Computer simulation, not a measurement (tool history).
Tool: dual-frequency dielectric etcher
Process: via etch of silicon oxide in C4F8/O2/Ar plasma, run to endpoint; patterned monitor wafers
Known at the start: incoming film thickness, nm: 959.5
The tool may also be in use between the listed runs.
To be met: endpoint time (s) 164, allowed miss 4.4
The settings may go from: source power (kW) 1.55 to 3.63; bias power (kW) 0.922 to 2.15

{"run": 1, "hour": 0.0, "source power (kW)": 2.59, "bias power (kW)": 1.536, "endpoint time (s)": 189.57}
{"run": 2, "hour": 8.0, "source power (kW)": 2.3, "bias power (kW)": 1.536, "endpoint time (s)": 207.05}
{"run": 3, "hour": 14.7, "source power (kW)": 2.02, "bias power (kW)": 1.536, "endpoint time (s)": 228.54}
{"run": 4, "hour": 15.5, "source power (kW)": 2.35, "bias power (kW)": 1.57, "endpoint time (s)": 203.83}
{"run": 5, "hour": 22.2, "source power (kW)": 2.35, "bias power (kW)": 1.365, "endpoint time (s)": 209.21}
{"run": 6, "hour": 23.7, "source power (kW)": 2.61, "bias power (kW)": 1.394, "endpoint time (s)": 192.74}
{"run": 7, "hour": 28.9, "source power (kW)": 2.78, "bias power (kW)": 1.414, "endpoint time (s)": 184.52}
{"run": 8, "hour": 30.4, "source power (kW)": 2.91, "bias power (kW)": 1.431, "endpoint time (s)": 180.7}
{"run": 9, "hour": 36.7, "source power (kW)": 3.04, "bias power (kW)": 1.449, "endpoint time (s)": 174.87}

4 next moves are on the table. One of them brings every result within its allowed miss. Which?
{"run": "A", "hour": 43.0, "source power (kW)": 2.85, "bias power (kW)": 1.233, "endpoint time (s)": "?"}
{"run": "B", "hour": 43.0, "source power (kW)": 2.78, "bias power (kW)": 1.403, "endpoint time (s)": "?"}
{"run": "C", "hour": 43.0, "source power (kW)": 3.42, "bias power (kW)": 1.338, "endpoint time (s)": "?"}
{"run": "D", "hour": 43.0, "source power (kW)": 2.86, "bias power (kW)": 1.568, "endpoint time (s)": "?"}

move=A endpoint_time_(s)=187.97
move=B endpoint_time_(s)=186.08
move=C endpoint_time_(s)=165.8
move=D endpoint_time_(s)=178.6
A: further off than the last run
B: further off than the last run
C: meets every target
D: further off than the last run
Answer: C
